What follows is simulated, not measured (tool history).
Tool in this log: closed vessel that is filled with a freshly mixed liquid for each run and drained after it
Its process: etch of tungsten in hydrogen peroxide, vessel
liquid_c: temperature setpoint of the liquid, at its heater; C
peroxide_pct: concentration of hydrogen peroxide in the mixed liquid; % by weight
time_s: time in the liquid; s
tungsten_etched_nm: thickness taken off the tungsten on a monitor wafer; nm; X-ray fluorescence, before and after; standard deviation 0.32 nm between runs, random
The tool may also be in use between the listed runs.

run,hour,liquid_c,peroxide_pct,time_s,tungsten_etched_nm
1,0,55,21,30,112.56
2,1.1,50,21,30,84.037
3,3.9,47,21,30,69.578
4,9.3,47,23.5,30,74.305
5,10,47,21.5,30,70.569
6,13.6,47,21.5,30,71.073

Run 7 has not been measured yet. What should we expect?
7,16.5,45,21.5,30,?

Run 7 produced tungsten_etched_nm 62.533 nm.
